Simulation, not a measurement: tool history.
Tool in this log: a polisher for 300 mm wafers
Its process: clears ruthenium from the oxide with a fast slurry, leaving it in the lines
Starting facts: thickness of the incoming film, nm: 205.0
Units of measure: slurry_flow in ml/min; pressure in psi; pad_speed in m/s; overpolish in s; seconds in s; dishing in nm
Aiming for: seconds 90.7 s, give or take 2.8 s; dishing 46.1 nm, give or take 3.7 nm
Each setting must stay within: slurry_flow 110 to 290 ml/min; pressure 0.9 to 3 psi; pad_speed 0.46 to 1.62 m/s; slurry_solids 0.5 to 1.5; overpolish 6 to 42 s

run,hour,slurry_flow,pressure,pad_speed,slurry_solids,overpolish,seconds,dishing
1,0,185,1.9,1.04,1,21,64.83,46.482
2,3.3,185,1.9,1.04,0.9,21,67.107,45.845
3,6.2,185,2.1,1.04,0.9,21,60.92,49.316
4,11.7,185,2.1,1.04,0.9,28,61.559,60.807
5,19.5,180,1.9,1.04,0.9,28,68.156,58.164
6,26.8,180,1.9,0.82,0.9,28,85.805,49.666
7,28.6,180,1.9,0.82,0.9,28,85.073,48.589
8,36.9,175,1.9,0.82,0.9,28,85.637,49.273

Exercise: of the 4 proposed moves below, exactly one satisfies all targets within the stated allowed misses. Which move is it?
A,45.2,165,2.3,0.66,0.85,28,?,?
B,45.2,120,2,0.76,0.8,26,?,?
C,45.2,175,1.9,0.78,0.9,23,?,?
D,45.2,215,2,0.9,0.5,24,?,?

move,seconds,dishing
A,91.315,43.686
B,98.522,38.456
C,89.924,37.432
D,96.495,36.537
A: meets every target
B: takes the biggest miss from the last run beyond its target
C: the furthest-off result lands on target, but another misses its tolerance
D: takes the biggest miss from the last run beyond its target
The right move is A.
